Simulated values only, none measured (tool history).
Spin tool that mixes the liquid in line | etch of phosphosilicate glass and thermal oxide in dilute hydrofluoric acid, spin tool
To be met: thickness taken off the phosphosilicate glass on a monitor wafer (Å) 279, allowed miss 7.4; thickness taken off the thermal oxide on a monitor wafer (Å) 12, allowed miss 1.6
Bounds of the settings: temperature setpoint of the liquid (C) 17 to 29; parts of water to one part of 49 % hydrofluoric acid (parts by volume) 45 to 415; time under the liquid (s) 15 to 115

| run | hour | temperature setpoint of the liquid (C) | parts of water to one part of 49 % hydrofluoric acid (parts by volume) | time under the liquid (s) | thickness taken off the phosphosilicate glass on a monitor wafer (Å) | thickness taken off the thermal oxide on a monitor wafer (Å) |
|---|---|---|---|---|---|---|
| 1 | 0 | 21 | 230 | 60 | 228.2 | 9.8676 |
| 2 | 1.9 | 21.5 | 230 | 60 | 229.63 | 10.113 |
| 3 | 10.6 | 21.5 | 300 | 60 | 164.65 | 7.1984 |
| 4 | 11.2 | 24 | 300 | 60 | 181.02 | 7.3658 |
| 5 | 16.4 | 25.5 | 300 | 60 | 188.76 | 7.8645 |
| 6 | 17.3 | 28.5 | 300 | 60 | 208.84 | 8.9298 |
| 7 | 22.7 | 28.5 | 290 | 60 | 217.54 | 9.7255 |
| 8 | 23.3 | 28.5 | 285 | 60 | 224.66 | 9.7567 |

Which of these 4 next moves meets every target?
| A | 23.9 | 29 | 355 | 55 | ? | ? |
| B | 23.9 | 26.5 | 290 | 55 | ? | ? |
| C | 23.9 | 27 | 215 | 55 | ? | ? |
| D | 23.9 | 29 | 210 | 55 | ? | ? |

| move | thickness taken off the phosphosilicate glass on a monitor wafer (Å) | thickness taken off the thermal oxide on a monitor wafer (Å) |
|---|---|---|
| A | 156.03 | 6.5604 |
| B | 188.19 | 7.9127 |
| C | 280.07 | 11.776 |
| D | 309.34 | 13.006 |
A: further off than the last run
B: further off than the last run
C: meets every target
D: takes the result that was furthest off past its target
The right move is C.
